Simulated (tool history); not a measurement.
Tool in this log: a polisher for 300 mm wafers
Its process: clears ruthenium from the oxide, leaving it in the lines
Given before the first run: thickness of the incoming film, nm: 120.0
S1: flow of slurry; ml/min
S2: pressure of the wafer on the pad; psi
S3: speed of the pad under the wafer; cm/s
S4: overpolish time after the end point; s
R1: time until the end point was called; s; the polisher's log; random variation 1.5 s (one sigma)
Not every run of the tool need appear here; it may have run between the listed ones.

Run 1, hour 0.0: S1 265 ml/min, S2 2.8 psi, S3 88 cm/s, S4 5 s. Result: R1 91.869 s.
Run 2, hour 3.3: S1 265 ml/min, S2 2.4 psi, S3 88 cm/s, S4 5 s. Result: R1 106.730 s.
Run 3, hour 7.5: S1 265 ml/min, S2 2.1 psi, S3 88 cm/s, S4 5 s. Result: R1 120.770 s.
Run 4, hour 15.5: S1 290 ml/min, S2 2.1 psi, S3 88 cm/s, S4 5 s. Result: R1 119.700 s.
Run 5, hour 19.2: S1 290 ml/min, S2 2.1 psi, S3 104 cm/s, S4 5 s. Result: R1 101.130 s.
Run 6, hour 27.6: S1 290 ml/min, S2 2.1 psi, S3 104 cm/s, S4 5 s. Result: R1 103.060 s.
Run 7, hour 36.1: S1 290 ml/min, S2 1.9 psi, S3 100 cm/s, S4 5 s. Result: R1 115.620 s.
Run 8, hour 37.1: S1 290 ml/min, S2 1.7 psi, S3 98 cm/s, S4 5 s. Result: R1 132.590 s.
Run 9, hour 43.0: S1 290 ml/min, S2 1.6 psi, S3 98 cm/s, S4 5 s. Result: R1 140.210 s.
Run 10, hour 47.4: S1 290 ml/min, S2 1.5 psi, S3 98 cm/s, S4 5 s. Result: R1 149.090 s.
Run 11, hour 51.3: S1 285 ml/min, S2 1.5 psi, S3 98 cm/s, S4 5 s. Result: R1 148.510 s.
Run 12, hour 57.3: S1 275 ml/min, S2 1.5 psi, S3 98 cm/s, S4 5 s. Result: R1 150.110 s.

Run 13 comes next. What will it give?
Run 13, hour 64.5: S1 270 ml/min, S2 1.5 psi, S3 98 cm/s, S4 5 s. Result: R1 ?.

Run 13 produced R1 149.800 s.
